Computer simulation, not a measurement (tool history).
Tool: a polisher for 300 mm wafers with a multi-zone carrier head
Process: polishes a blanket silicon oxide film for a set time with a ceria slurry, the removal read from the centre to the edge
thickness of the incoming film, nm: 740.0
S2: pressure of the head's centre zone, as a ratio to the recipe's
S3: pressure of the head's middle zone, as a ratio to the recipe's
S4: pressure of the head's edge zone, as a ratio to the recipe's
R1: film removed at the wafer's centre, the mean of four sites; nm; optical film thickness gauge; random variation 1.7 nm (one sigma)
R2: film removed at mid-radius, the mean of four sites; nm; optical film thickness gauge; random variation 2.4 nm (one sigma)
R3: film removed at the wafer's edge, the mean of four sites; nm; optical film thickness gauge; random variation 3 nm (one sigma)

Run 1, day 0: flow of slurry (ml/min) 250, S2 1, S3 1, S4 1, polishing time (s) 46. Result: R1 277.65 nm, R2 269.56 nm, R3 287.44 nm.
Run 2, day 0.217: flow of slurry (ml/min) 250, S2 0.91, S3 1, S4 1, polishing time (s) 46. Result: R1 256.91 nm, R2 267.73 nm, R3 284.43 nm.
Run 3, day 0.238: flow of slurry (ml/min) 250, S2 0.91, S3 0.96, S4 1, polishing time (s) 46. Result: R1 254.48 nm, R2 259.18 nm, R3 284.56 nm.
Run 4, day 0.433: flow of slurry (ml/min) 250, S2 0.91, S3 0.96, S4 1, polishing time (s) 54. Result: R1 304.61 nm, R2 312.44 nm, R3 328.24 nm.
Run 5, day 0.517: flow of slurry (ml/min) 250, S2 0.91, S3 0.9, S4 1, polishing time (s) 54. Result: R1 301.24 nm, R2 291.46 nm, R3 325.83 nm.
Run 6, day 0.683: flow of slurry (ml/min) 240, S2 0.88, S3 0.92, S4 0.95, polishing time (s) 48. Result: R1 258.64 nm, R2 264.43 nm, R3 285.36 nm.
Run 7, day 0.954: flow of slurry (ml/min) 235, S2 0.86, S3 0.93, S4 0.91, polishing time (s) 44. Result: R1 232.17 nm, R2 240.32 nm, R3 255.66 nm.
Run 8, day 1.071: flow of slurry (ml/min) 225, S2 0.84, S3 0.94, S4 0.89, polishing time (s) 41. Result: R1 212.26 nm, R2 229.26 nm, R3 234.11 nm.
Run 9, day 1.3: flow of slurry (ml/min) 215, S2 0.83, S3 0.94, S4 0.89, polishing time (s) 39. Result: R1 195 nm, R2 216.67 nm, R3 224.04 nm.

Run 10 comes next. What will it give?
Run 10, day 1.354: flow of slurry (ml/min) 205, S2 0.82, S3 0.93, S4 0.87, polishing time (s) 39. Result: R1 ?, R2 ?, R3 ?.

Run 10 gave R1 193.49 nm, R2 208.68 nm, R3 219.23 nm.
